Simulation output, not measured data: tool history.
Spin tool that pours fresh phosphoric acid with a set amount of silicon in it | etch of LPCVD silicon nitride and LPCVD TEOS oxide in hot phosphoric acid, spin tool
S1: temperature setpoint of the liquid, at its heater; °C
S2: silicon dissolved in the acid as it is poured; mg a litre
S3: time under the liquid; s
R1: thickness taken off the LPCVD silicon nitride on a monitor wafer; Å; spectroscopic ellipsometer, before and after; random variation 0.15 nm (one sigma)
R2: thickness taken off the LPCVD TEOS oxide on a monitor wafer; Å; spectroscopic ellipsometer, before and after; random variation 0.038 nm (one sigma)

run    day     S1    S2   S3      R1      R2
  1      0    164  14.5  180  160.77  3.3142
  2  0.158    162  14.5  180  149.08  2.8883
  3   0.35    162   7.5  180  150.73  3.4266
  4  0.375  162.5     7  185  156.91   4.025
  5  0.571    163   7.5  190  164.44   3.863
  6  0.617  163.5     7  190  169.27  4.0216
  7  0.971    164     6  190  167.49  4.6387

Run 8 comes next. What will it give?
  8  1.321  166  11  225   ?   ?

Run 8 gave R1 213.4 Å, R2 5.4671 Å.
